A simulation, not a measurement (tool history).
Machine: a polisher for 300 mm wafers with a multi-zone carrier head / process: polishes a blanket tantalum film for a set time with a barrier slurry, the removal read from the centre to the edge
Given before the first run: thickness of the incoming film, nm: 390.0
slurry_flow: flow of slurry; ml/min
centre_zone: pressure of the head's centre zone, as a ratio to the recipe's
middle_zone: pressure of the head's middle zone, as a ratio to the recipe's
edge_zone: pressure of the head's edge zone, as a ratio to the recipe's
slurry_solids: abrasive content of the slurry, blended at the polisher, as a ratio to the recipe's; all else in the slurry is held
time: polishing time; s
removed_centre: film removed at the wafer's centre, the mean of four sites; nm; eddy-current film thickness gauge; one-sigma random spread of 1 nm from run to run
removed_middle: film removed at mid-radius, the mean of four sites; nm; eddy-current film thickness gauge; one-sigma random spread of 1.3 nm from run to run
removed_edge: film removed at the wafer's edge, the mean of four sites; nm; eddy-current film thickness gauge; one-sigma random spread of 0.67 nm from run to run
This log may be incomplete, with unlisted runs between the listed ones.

{"run": 1, "hour": 0.0, "slurry_flow": 290, "centre_zone": 1, "middle_zone": 1, "edge_zone": 1, "slurry_solids": 1, "time": 73, "removed_centre": 114.28, "removed_middle": 109.54, "removed_edge": 108.48}
{"run": 2, "hour": 3.6, "slurry_flow": 290, "centre_zone": 1, "middle_zone": 1, "edge_zone": 1, "slurry_solids": 0.9, "time": 73, "removed_centre": 107.25, "removed_middle": 107.08, "removed_edge": 103.38}
{"run": 3, "hour": 12.1, "slurry_flow": 290, "centre_zone": 1, "middle_zone": 0.97, "edge_zone": 1, "slurry_solids": 0.9, "time": 73, "removed_centre": 108.74, "removed_middle": 103.62, "removed_edge": 104.22}
{"run": 4, "hour": 21.0, "slurry_flow": 290, "centre_zone": 1, "middle_zone": 0.97, "edge_zone": 1, "slurry_solids": 1, "time": 73, "removed_centre": 115.62, "removed_middle": 107.6, "removed_edge": 109.48}
{"run": 5, "hour": 22.1, "slurry_flow": 290, "centre_zone": 1, "middle_zone": 0.97, "edge_zone": 1, "slurry_solids": 0.85, "time": 73, "removed_centre": 106.51, "removed_middle": 99.462, "removed_edge": 102.5}
{"run": 6, "hour": 26.1, "slurry_flow": 290, "centre_zone": 1, "middle_zone": 0.97, "edge_zone": 1.05, "slurry_solids": 0.85, "time": 73, "removed_centre": 105.67, "removed_middle": 100.85, "removed_edge": 104.61}
{"run": 7, "hour": 30.4, "slurry_flow": 290, "centre_zone": 1, "middle_zone": 0.97, "edge_zone": 1.05, "slurry_solids": 0.85, "time": 73, "removed_centre": 105.74, "removed_middle": 99.891, "removed_edge": 103.47}

Run 8 has not been measured yet. What should we expect?
{"run": 8, "hour": 38.7, "slurry_flow": 295, "centre_zone": 1.03, "middle_zone": 0.99, "edge_zone": 1.02, "slurry_solids": 0.8, "time": 73, "removed_centre": "?", "removed_middle": "?", "removed_edge": "?"}

Run 8 gave removed_centre 108.12 nm, removed_middle 100.62 nm, removed_edge 100.05 nm.
